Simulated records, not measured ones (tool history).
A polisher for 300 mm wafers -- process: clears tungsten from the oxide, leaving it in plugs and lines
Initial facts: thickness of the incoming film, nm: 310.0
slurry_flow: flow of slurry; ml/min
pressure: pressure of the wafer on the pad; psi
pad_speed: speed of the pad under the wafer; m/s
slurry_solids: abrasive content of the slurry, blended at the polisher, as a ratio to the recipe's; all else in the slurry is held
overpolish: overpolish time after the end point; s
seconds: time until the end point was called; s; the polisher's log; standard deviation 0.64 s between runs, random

run  hour  slurry_flow  pressure  pad_speed  slurry_solids  overpolish  seconds
  1   0.0          165       4.0       1.42            1.0           6   43.088
  2   6.6          160       3.6       1.42            1.0           6   48.540
  3  10.2          125       3.6       1.42            1.0           6   49.971
  4  13.2          125       3.6       1.42            1.0           6   50.032
  5  20.0          125       3.3       1.42            1.0           6   54.847
  6  26.5          125       3.1       1.42            1.0           6   57.918
  7  33.6          125       3.0       1.42            1.0           6   59.360

Expected results for the next run?
  8  39.4          125       2.9       1.42            1.0           6        ?

seconds: 61.077 s
